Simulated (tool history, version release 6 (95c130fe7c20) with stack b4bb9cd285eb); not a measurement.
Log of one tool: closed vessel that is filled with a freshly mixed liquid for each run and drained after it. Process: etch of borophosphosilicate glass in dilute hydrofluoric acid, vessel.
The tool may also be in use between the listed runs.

| run | day | temperature setpoint of the liquid (K) | parts of water to one part of 49 % hydrofluoric acid (parts by volume) | time in the liquid (s) | thickness taken off the borophosphosilicate glass on a monitor wafer (Å) |
|---|---|---|---|---|---|
| 1 | 0 | 294.15 | 70 | 100 | 452.96 |
| 2 | 0.167 | 295.65 | 60 | 100 | 565.54 |
| 3 | 0.479 | 297.15 | 55 | 100 | 666.06 |
| 4 | 0.633 | 295.15 | 55 | 100 | 609.63 |
| 5 | 0.846 | 296.65 | 50 | 100 | 718.7 |
| 6 | 1.125 | 296.65 | 40 | 100 | 908.83 |

Run 7 comes next. What will it give?
| 7 | 1.492 | 297.65 | 40 | 100 | ? |

{"run 7": {"thickness taken off the borophosphosilicate glass on a monitor wafer (Å)": 948.65}}
